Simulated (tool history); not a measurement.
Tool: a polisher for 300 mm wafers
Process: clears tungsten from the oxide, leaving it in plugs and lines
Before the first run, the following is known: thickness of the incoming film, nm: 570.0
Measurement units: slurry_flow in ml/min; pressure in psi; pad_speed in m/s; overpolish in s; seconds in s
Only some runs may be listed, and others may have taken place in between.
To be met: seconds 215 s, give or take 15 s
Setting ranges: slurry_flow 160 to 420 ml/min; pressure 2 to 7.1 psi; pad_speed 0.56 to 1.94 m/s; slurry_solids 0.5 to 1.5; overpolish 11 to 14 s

run,hour,slurry_flow,pressure,pad_speed,slurry_solids,overpolish,seconds
1,0,270,4.5,1.24,1,14,80.86
2,4.3,270,4.1,1.14,1,14,95.177
3,10.1,270,4.1,1.14,1.1,14,91.046
4,12.9,270,3.8,1.06,1.1,14,101.02
5,13.7,270,3.5,0.98,1.1,14,119.53
6,19.9,270,3.3,0.92,1.1,14,135.93
7,20.9,270,3.1,0.9,1.1,14,148.19
8,23.6,270,2.9,0.88,1.1,14,155.1
9,24.4,270,2.8,0.86,1.1,14,170.23
10,28.5,270,2.7,0.86,1.1,14,170.59
11,36.3,270,2.6,0.86,1.1,14,176.09
12,38.1,270,2.5,0.86,1.1,14,175.93
13,42.8,265,2,0.72,1.1,14,249.69
14,47.9,270,2.1,0.72,1.1,14,256.18
15,53.9,270,2.1,0.72,1.1,14,245.02
16,61.9,270,2.2,0.72,1.1,14,230.23

Exercise: of the 4 proposed moves below, exactly one satisfies all targets within the stated allowed misses. Which move is it?
A,69.9,290,2,0.72,0.95,11,?
B,69.9,265,2.3,0.8,1.05,11,?
C,69.9,275,2.2,0.6,1.35,12,?
D,69.9,210,2,0.72,1.25,14,?

move,seconds
A,256.92
B,205.97
C,259.45
D,247.44
A: its largest miss is bigger than the last run's
B: every result lands within tolerance
C: its largest miss is bigger than the last run's
D: its largest miss is bigger than the last run's
B is the move that brings every result within its allowed miss.
